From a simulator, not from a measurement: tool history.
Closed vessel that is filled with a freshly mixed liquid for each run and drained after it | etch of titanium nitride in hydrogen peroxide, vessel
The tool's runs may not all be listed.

run,hour,temperature setpoint of the liquid (°C),concentration of hydrogen peroxide in the mixed liquid (% by weight),time in the liquid (s),thickness taken off the titanium nitride on a monitor wafer (nm)
1,0.0,47.0,23,630,12.3100
2,2.2,47.0,23,630,12.3470
3,11.4,47.5,23,630,12.7320
4,20.9,47.5,23,465,9.3869
5,25.5,48.5,23,465,10.1740
6,30.5,50.0,23,465,11.2730

Forecast run 7:
7,34.1,51.0,23,465,?

{"run 7": {"thickness taken off the titanium nitride on a monitor wafer (nm)": 12.088}}
